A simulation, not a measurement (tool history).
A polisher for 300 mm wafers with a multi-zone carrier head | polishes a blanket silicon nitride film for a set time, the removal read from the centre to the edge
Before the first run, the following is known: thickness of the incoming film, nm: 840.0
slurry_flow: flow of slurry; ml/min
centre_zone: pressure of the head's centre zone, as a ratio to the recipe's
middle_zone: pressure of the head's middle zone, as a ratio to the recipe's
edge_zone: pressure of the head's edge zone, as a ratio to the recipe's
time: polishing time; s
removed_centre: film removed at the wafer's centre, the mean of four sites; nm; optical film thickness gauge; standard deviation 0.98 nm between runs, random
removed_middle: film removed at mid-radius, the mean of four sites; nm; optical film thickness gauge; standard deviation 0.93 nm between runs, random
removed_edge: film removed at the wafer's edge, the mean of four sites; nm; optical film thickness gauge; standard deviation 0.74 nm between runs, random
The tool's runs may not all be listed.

run    day  slurry_flow  centre_zone  middle_zone  edge_zone  time  removed_centre  removed_middle  removed_edge
  1      0          135            1            1          1    54          102.07          104.93        103.75
  2  0.262          135            1            1          1    59          113.34          112.89        114.26
  3   0.55          135            1         0.96          1    59          112.06          110.42        112.31
  4  0.817          130         0.98         0.94       0.95    55          102.47           99.01        101.35
  5  0.929          130         0.94         0.94       0.95    55           96.45          100.23        100.86
  6  1.021          115         0.94         0.94       0.95    55          94.126          97.168        99.706
  7  1.254          120         0.93         0.94       0.91    52          88.723          91.373         92.01
     1.525  -- edge zone pressure recalibrated
  8  1.525          120         0.93         0.95       0.88    51          86.537          90.925        86.155
  9  1.804          110         0.93         0.94       0.86    51          85.916          88.564        83.492

What will run 10 give?
 10  1.925          105         0.92         0.93       0.85    51               ?               ?             ?

removed_centre: 79.863 nm
removed_middle: 85.054 nm
removed_edge: 83.044 nm
